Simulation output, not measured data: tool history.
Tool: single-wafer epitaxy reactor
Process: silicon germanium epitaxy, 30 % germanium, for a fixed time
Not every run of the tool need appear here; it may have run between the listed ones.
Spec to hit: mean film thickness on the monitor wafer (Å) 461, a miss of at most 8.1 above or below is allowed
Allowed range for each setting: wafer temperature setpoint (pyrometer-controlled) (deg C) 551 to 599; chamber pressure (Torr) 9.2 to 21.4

run	hour	wafer temperature setpoint (pyrometer-controlled) (deg C)	chamber pressure (Torr)	mean film thickness on the monitor wafer (Å)
1	0	575	15.3	334.52
2	6.7	583	15.3	398.28
3	9.6	584	15.3	405.75
4	15.8	585	15.3	413.43
5	20.4	586	15.3	424.15
6	26.9	597	15.3	530.55
7	34.1	597	15.3	529.3
8	37.5	596	15.3	520.54
9	38.7	595	15.3	507.46
10	44.1	594	15.3	497.44
11	52.1	592	15.3	478.8
12	59	591	15.3	472.48

Exactly one of the 5 candidate moves below puts every result within its allowed miss. Which one?
A	65.9	587	16.1	?
B	65.9	589	15.8	?
C	65.9	591	16.3	?
D	65.9	592	15.6	?
E	65.9	594	14.5	?

move	mean film thickness on the monitor wafer (Å)
A	447.5
B	461.16
C	489.27
D	486.62
E	484.83
A: the result that was furthest off in the last run now lies on the other side of its target
B: all results land within tolerance of their targets
C: the biggest miss grows against the last run
D: the biggest miss grows against the last run
E: the biggest miss grows against the last run
Correct choice: B, which meets every target
